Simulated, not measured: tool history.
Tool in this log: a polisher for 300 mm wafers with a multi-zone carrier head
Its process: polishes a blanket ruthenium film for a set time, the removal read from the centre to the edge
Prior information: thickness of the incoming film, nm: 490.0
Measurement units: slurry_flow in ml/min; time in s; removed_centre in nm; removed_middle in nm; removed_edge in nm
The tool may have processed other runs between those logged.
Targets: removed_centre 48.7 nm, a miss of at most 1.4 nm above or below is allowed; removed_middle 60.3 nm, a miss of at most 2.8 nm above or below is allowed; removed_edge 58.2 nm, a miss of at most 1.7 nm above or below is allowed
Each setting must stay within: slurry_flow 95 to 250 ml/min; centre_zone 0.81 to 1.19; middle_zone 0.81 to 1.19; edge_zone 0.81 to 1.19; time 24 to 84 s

| run | hour | slurry_flow | centre_zone | middle_zone | edge_zone | time | removed_centre | removed_middle | removed_edge |
|---|---|---|---|---|---|---|---|---|---|
| 1 | 0 | 160 | 1 | 1 | 1 | 54 | 54.539 | 56.161 | 57.74 |
| 2 | 7.6 | 150 | 0.97 | 1.03 | 1.01 | 54 | 52.496 | 56.223 | 56.519 |
| 3 | 9.9 | 150 | 0.94 | 1.06 | 1.03 | 55 | 52.139 | 59.893 | 58.566 |
| 4 | 13.3 | 170 | 0.94 | 1.06 | 1.03 | 55 | 53.674 | 60.372 | 59.308 |
| 5 | 20.8 | 150 | 0.94 | 1.06 | 1.03 | 55 | 52.195 | 59.793 | 58.588 |
| 6 | 29.6 | 150 | 0.94 | 1.06 | 1.03 | 65 | 61.348 | 70.702 | 69.764 |
| 7 | 36.6 | 140 | 0.91 | 1.04 | 0.98 | 64 | 58.018 | 67.102 | 67.375 |
| 8 | 44 | 135 | 0.89 | 1.05 | 0.95 | 62 | 54.264 | 64.971 | 63.413 |
| 9 | 44.6 | 105 | 0.83 | 1.02 | 0.87 | 60 | 45.95 | 60.046 | 57.116 |

Next run, 4 choices. One meets every target within its allowed miss, the rest don't. Which?
| A | 45.2 | 135 | 0.86 | 1.04 | 0.92 | 58 | ? | ? | ? |
| B | 45.2 | 95 | 0.81 | 1.01 | 0.91 | 61 | ? | ? | ? |
| C | 45.2 | 100 | 0.81 | 1.07 | 0.89 | 61 | ? | ? | ? |
| D | 45.2 | 95 | 0.83 | 1.09 | 1.02 | 59 | ? | ? | ? |

| move | removed_centre | removed_middle | removed_edge |
|---|---|---|---|
| A | 48.935 | 59.041 | 57.622 |
| B | 44.36 | 56.12 | 57.209 |
| C | 45.023 | 59.681 | 57.065 |
| D | 43.999 | 57.9 | 58.348 |
A: every result lands within tolerance
B: moves away from the targets compared with the last run
C: moves away from the targets compared with the last run
D: moves away from the targets compared with the last run
The move that meets every target is A.

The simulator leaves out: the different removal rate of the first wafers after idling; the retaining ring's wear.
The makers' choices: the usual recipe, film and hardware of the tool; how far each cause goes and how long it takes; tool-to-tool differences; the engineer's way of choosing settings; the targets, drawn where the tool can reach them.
